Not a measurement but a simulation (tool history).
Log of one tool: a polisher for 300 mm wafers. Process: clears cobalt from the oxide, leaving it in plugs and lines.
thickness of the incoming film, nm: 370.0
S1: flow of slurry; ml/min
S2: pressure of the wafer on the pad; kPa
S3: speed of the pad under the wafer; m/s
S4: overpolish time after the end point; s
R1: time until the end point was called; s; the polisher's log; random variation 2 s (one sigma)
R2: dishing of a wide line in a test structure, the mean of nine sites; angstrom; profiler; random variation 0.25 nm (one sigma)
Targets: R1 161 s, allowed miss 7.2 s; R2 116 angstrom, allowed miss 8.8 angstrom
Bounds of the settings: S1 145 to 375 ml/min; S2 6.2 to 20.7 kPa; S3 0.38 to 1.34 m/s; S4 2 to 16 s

Run 1, hour 0: S1 240 ml/min, S2 13.1 kPa, S3 0.86 m/s, S4 8 s. Result: R1 101.77 s, R2 257.7 angstrom.
Run 2, hour 6.4: S1 240 ml/min, S2 13.1 kPa, S3 1.08 m/s, S4 8 s. Result: R1 84.139 s, R2 288.09 angstrom.
Run 3, hour 7.8: S1 240 ml/min, S2 15.2 kPa, S3 1.08 m/s, S4 8 s. Result: R1 74.087 s, R2 304.36 angstrom.
Run 4, hour 11.7: S1 240 ml/min, S2 12.4 kPa, S3 1.08 m/s, S4 8 s. Result: R1 86.971 s, R2 286.14 angstrom.
Run 5, hour 13.9: S1 240 ml/min, S2 11.7 kPa, S3 1.04 m/s, S4 7 s. Result: R1 92.611 s, R2 241.98 angstrom.
Run 6, hour 15.6: S1 240 ml/min, S2 11.7 kPa, S3 0.94 m/s, S4 7 s. Result: R1 100.93 s, R2 234.48 angstrom.
Run 7, hour 19.8: S1 235 ml/min, S2 7.6 kPa, S3 0.86 m/s, S4 3 s. Result: R1 148.18 s, R2 79.052 angstrom.
Run 8, hour 26.1: S1 235 ml/min, S2 7.6 kPa, S3 0.84 m/s, S4 5 s. Result: R1 152.06 s, R2 125.72 angstrom.

Which of these 5 next moves meets every target?
Run A, hour 32.4: S1 205 ml/min, S2 8.3 kPa, S3 0.82 m/s, S4 6 s. Result: R1 ?, R2 ?.
Run B, hour 32.4: S1 255 ml/min, S2 9 kPa, S3 0.84 m/s, S4 4 s. Result: R1 ?, R2 ?.
Run C, hour 32.4: S1 275 ml/min, S2 9 kPa, S3 0.7 m/s, S4 5 s. Result: R1 ?, R2 ?.
Run D, hour 32.4: S1 200 ml/min, S2 9 kPa, S3 0.86 m/s, S4 4 s. Result: R1 ?, R2 ?.
Run E, hour 32.4: S1 240 ml/min, S2 7.6 kPa, S3 0.84 m/s, S4 4 s. Result: R1 ?, R2 ?.

move      R1      R2
   A  148.17  149.42
   B  134.84  113.36
   C  159.71  119.05
   D  135.18  113.09
   E  149.78  103.07
A: further off than the last run
B: further off than the last run
C: meets every target
D: further off than the last run
E: further off than the last run
Answer: C
